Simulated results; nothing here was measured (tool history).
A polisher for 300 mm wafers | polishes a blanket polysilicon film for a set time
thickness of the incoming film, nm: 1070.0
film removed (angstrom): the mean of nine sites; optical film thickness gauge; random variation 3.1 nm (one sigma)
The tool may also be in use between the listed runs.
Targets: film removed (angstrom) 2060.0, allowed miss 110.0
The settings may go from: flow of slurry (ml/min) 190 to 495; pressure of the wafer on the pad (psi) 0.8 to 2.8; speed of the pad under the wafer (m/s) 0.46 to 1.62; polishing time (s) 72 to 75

run	hour	flow of slurry (ml/min)	pressure of the wafer on the pad (psi)	speed of the pad under the wafer (m/s)	polishing time (s)	film removed (angstrom)
1	0.0	320	1.8	1.04	72	3685.5
2	2.9	320	1.7	1.04	72	3444.7
3	4.4	320	1.6	1.04	72	3344.1
4	5.0	320	1.6	1.04	72	3261.4
5	12.3	320	1.2	1.04	72	2483.6
6	17.1	320	1.4	1.04	72	2838.4
7	23.7	320	1.3	1.04	72	2647.8
8	24.8	320	1.1	1.02	72	2201.8

Which of these 5 next moves meets every target?
A	25.9	475	1.3	0.70	72	?
B	25.9	235	1.0	1.02	75	?
C	25.9	345	1.0	1.12	75	?
D	25.9	280	1.2	0.98	72	?
E	25.9	255	0.9	1.28	75	?

move	film removed (angstrom)
A	1931.8
B	2113.2
C	2410.7
D	2370.5
E	2410.5
A: takes the result that was furthest off past its target
B: meets every target
C: further off than the last run
D: further off than the last run
E: further off than the last run
Answer: B

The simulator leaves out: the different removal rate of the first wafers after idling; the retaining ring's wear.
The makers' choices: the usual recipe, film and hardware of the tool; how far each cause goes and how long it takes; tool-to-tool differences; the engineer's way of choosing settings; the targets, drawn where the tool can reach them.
